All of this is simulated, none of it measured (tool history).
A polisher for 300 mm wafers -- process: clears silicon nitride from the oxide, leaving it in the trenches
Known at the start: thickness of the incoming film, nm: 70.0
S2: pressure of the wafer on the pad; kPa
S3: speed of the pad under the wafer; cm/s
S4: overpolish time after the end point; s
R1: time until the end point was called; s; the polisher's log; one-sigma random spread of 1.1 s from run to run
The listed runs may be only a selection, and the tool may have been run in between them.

{"run": 1, "hour": 0.0, "flow of slurry (ml/min)": 255, "S2": 15.2, "S3": 104, "S4": 34, "R1": 97.666}
{"run": 2, "hour": 2.0, "flow of slurry (ml/min)": 255, "S2": 15.9, "S3": 104, "S4": 34, "R1": 93.863}
{"run": 3, "hour": 7.3, "flow of slurry (ml/min)": 255, "S2": 13.1, "S3": 104, "S4": 34, "R1": 111.34}
{"run": 4, "hour": 12.0, "flow of slurry (ml/min)": 255, "S2": 13.8, "S3": 104, "S4": 34, "R1": 109.04}
{"run": 5, "hour": 18.6, "flow of slurry (ml/min)": 255, "S2": 13.8, "S3": 104, "S4": 34, "R1": 107.77}
{"run": 6, "hour": 22.4, "flow of slurry (ml/min)": 255, "S2": 13.8, "S3": 90, "S4": 34, "R1": 122.08}
{"run": 7, "hour": 25.4, "flow of slurry (ml/min)": 255, "S2": 14.5, "S3": 90, "S4": 34, "R1": 119.7}
{"run": 8, "hour": 33.4, "flow of slurry (ml/min)": 255, "S2": 15.2, "S3": 90, "S4": 34, "R1": 115.54}
{"run": 9, "hour": 40.2, "flow of slurry (ml/min)": 255, "S2": 15.9, "S3": 90, "S4": 34, "R1": 106.53}
{"run": 10, "hour": 46.4, "flow of slurry (ml/min)": 255, "S2": 16.5, "S3": 90, "S4": 34, "R1": 102.68}
{"run": 11, "hour": 48.8, "flow of slurry (ml/min)": 255, "S2": 17.2, "S3": 90, "S4": 34, "R1": 97.612}

Expected results for the next run?
{"run": 12, "hour": 55.2, "flow of slurry (ml/min)": 255, "S2": 17.9, "S3": 90, "S4": 34, "R1": "?"}

{"run 12": {"R1": 95.221}}

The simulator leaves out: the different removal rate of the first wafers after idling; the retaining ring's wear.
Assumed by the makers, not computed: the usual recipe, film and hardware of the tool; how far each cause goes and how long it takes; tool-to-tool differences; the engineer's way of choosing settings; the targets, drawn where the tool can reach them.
